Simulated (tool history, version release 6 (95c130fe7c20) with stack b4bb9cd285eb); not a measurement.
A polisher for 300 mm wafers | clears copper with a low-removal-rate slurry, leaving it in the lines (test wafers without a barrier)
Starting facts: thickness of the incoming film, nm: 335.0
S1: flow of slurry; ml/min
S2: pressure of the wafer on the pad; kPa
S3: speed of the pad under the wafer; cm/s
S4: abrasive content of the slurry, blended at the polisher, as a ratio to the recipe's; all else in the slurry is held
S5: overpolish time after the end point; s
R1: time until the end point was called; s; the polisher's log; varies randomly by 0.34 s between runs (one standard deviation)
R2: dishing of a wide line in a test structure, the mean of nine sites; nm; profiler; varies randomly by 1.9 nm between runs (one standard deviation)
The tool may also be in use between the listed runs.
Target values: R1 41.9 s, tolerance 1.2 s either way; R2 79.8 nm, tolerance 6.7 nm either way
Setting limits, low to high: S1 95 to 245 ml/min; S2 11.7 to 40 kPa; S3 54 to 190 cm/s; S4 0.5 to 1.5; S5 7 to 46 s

{"run": 1, "hour": 0.0, "S1": 155, "S2": 25.5, "S3": 122, "S4": 1, "S5": 24, "R1": 68.833, "R2": 56.994}
{"run": 2, "hour": 7.3, "S1": 120, "S2": 25.5, "S3": 122, "S4": 1, "S5": 24, "R1": 72.885, "R2": 55.267}
{"run": 3, "hour": 9.9, "S1": 120, "S2": 25.5, "S3": 122, "S4": 1.2, "S5": 24, "R1": 71.406, "R2": 58.742}
{"run": 4, "hour": 15.3, "S1": 140, "S2": 28.3, "S3": 122, "S4": 1.2, "S5": 24, "R1": 61.94, "R2": 66.611}
{"run": 5, "hour": 22.8, "S1": 155, "S2": 30.3, "S3": 122, "S4": 1.2, "S5": 23, "R1": 56.374, "R2": 68.639}
{"run": 6, "hour": 24.1, "S1": 170, "S2": 31.7, "S3": 122, "S4": 1.2, "S5": 22, "R1": 53.328, "R2": 67.69}
{"run": 7, "hour": 26.5, "S1": 175, "S2": 33.1, "S3": 122, "S4": 1.2, "S5": 22, "R1": 50.463, "R2": 68.493}
{"run": 8, "hour": 33.7, "S1": 180, "S2": 34.5, "S3": 122, "S4": 1.2, "S5": 23, "R1": 48.355, "R2": 69.802}

Of the 5 settings listed for the next run, only one would bring every result within its allowed miss of target. Which one?
{"run": "A", "hour": 40.9, "S1": 215, "S2": 30.3, "S3": 170, "S4": 1.25, "S5": 15, "R1": "?", "R2": "?"}
{"run": "B", "hour": 40.9, "S1": 215, "S2": 36.5, "S3": 132, "S4": 1.2, "S5": 24, "R1": "?", "R2": "?"}
{"run": "C", "hour": 40.9, "S1": 175, "S2": 39.3, "S3": 138, "S4": 1.2, "S5": 14, "R1": "?", "R2": "?"}
{"run": "D", "hour": 40.9, "S1": 190, "S2": 34.5, "S3": 150, "S4": 1.3, "S5": 16, "R1": "?", "R2": "?"}
{"run": "E", "hour": 40.9, "S1": 180, "S2": 34.5, "S3": 156, "S4": 1.05, "S5": 23, "R1": "?", "R2": "?"}

move=A R1=38.872 R2=62.295
move=B R1=41.763 R2=76.424
move=C R1=38.363 R2=62.114
move=D R1=39.178 R2=65.106
move=E R1=39.366 R2=76.27
A: moves the result that the last run missed by most past its target, out the other side
B: meets every target
C: moves the result that the last run missed by most past its target, out the other side
D: moves the result that the last run missed by most past its target, out the other side
E: moves the result that the last run missed by most past its target, out the other side
Correct choice: B, which meets every target
